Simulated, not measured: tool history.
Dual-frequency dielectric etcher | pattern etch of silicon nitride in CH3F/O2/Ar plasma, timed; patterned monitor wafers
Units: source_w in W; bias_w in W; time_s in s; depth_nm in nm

run	hour	source_w	bias_w	time_s	depth_nm
1	0	280	88	89	63.061
2	2.5	270	87	89	61.39
3	7.4	270	93	89	62.956
4	11.2	260	92	89	61.775
5	18.3	260	92	89	62.341
6	26.5	250	91	89	61.053

The next listed run, before its measurement:
7	30.1	240	90	89	?

Run 7 gave depth_nm 59.903 nm.

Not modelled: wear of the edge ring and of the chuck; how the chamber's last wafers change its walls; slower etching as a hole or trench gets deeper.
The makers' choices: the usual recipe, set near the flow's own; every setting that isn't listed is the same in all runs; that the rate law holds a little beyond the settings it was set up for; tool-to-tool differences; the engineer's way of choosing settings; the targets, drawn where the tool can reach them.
